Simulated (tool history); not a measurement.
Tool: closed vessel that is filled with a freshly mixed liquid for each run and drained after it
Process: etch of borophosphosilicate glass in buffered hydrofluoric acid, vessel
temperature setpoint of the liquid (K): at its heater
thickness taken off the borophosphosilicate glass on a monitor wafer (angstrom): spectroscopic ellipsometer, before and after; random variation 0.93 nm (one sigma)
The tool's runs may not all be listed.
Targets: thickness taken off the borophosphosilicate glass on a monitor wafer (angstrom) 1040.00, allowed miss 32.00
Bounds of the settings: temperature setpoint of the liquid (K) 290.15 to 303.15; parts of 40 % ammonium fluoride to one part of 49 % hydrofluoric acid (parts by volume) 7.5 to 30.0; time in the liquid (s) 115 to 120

run,hour,temperature setpoint of the liquid (K),parts of 40 % ammonium fluoride to one part of 49 % hydrofluoric acid (parts by volume),time in the liquid (s),thickness taken off the borophosphosilicate glass on a monitor wafer (angstrom)
1,0.0,295.15,20.5,115,781.65
2,8.7,295.15,20.5,115,790.61
3,14.5,296.15,20.5,115,839.88
4,20.0,296.15,20.5,115,830.78
5,20.6,296.15,20.5,115,836.90
6,26.9,296.15,24.0,115,744.03
# hour 30.9: hydrofluoric acid flow meter replaced
7,30.9,297.15,24.0,115,734.23
8,35.6,298.15,23.5,115,774.87
9,40.5,298.65,23.0,115,818.47
10,41.5,299.15,22.5,115,858.40
11,42.4,299.65,22.5,115,895.81
12,43.9,300.15,22.5,115,925.13
13,45.1,300.65,22.5,115,944.79

5 next moves are on the table. One of them brings every result within its allowed miss. Which?
A,46.3,300.65,23.0,115,?
B,46.3,300.15,28.0,120,?
C,46.3,296.15,22.0,120,?
D,46.3,296.15,18.5,120,?
E,46.3,298.15,18.0,120,?

move,thickness taken off the borophosphosilicate glass on a monitor wafer (angstrom)
A,924.06
B,820.05
C,780.12
D,900.12
E,1030.70
A: further off than the last run
B: further off than the last run
C: further off than the last run
D: further off than the last run
E: meets every target
Move E is the one to make.

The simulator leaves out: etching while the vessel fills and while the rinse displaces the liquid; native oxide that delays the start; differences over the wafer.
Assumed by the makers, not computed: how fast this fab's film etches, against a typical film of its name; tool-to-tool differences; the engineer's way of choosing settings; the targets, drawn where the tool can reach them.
